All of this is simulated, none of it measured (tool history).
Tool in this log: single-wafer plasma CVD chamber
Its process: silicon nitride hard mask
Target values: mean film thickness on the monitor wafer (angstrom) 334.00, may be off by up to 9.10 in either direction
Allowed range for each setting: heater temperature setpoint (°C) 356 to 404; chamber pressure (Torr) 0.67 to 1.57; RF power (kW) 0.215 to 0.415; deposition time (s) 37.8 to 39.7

run	hour	heater temperature setpoint (°C)	chamber pressure (Torr)	RF power (kW)	deposition time (s)	mean film thickness on the monitor wafer (angstrom)
1	0.0	380	1.12	0.315	39.7	410.54
2	6.2	380	1.03	0.300	39.4	381.43
3	13.8	380	0.87	0.300	39.4	360.27
4	19.0	380	0.82	0.295	39.4	350.34
5	21.1	380	0.79	0.295	39.4	346.93
# hour 24.2: capacitance manometer re-zeroed and calibrated
6	24.2	380	0.79	0.295	39.7	360.20
7	31.9	380	0.70	0.270	39.3	319.98
8	37.2	380	0.73	0.270	39.3	320.35

Consider the 5 candidate settings below. Which is the only one whose results all fall within their allowed miss of target?
A	42.5	378	0.67	0.280	38.3	?
B	42.5	393	0.67	0.260	37.8	?
C	42.5	384	0.68	0.265	39.7	?
D	42.5	385	0.68	0.300	38.4	?
E	42.5	386	0.73	0.270	38.6	?

move	mean film thickness on the monitor wafer (angstrom)
A	318.29
B	292.06
C	314.56
D	338.57
E	316.92
A: lands further from the targets than the last run did
B: lands further from the targets than the last run did
C: lands further from the targets than the last run did
D: each result inside its tolerance
E: lands further from the targets than the last run did
Answer: D
